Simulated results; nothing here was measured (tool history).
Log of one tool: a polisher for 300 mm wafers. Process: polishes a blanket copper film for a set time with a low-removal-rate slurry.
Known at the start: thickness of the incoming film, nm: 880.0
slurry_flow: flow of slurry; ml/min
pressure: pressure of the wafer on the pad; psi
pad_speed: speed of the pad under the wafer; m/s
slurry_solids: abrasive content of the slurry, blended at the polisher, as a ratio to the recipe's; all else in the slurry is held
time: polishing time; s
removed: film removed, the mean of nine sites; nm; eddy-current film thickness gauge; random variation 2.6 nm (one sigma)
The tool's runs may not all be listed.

run,hour,slurry_flow,pressure,pad_speed,slurry_solids,time,removed
1,0,240,1.7,0.9,1,116,162.39
2,4.9,240,1.7,0.9,0.8,116,152.56
3,11.1,240,1.7,0.9,0.8,122,160.76
4,15.8,240,1.8,0.9,0.8,122,169.1
5,22.1,240,1.9,0.9,0.8,122,180.06
6,28.9,240,2,0.9,0.8,122,189.35
7,30.9,245,2.5,0.92,0.8,122,242.96

Run 8 comes next. What will it give?
8,39.3,245,2.6,0.94,0.8,122,?

{"run 8": {"removed": 257.69}}
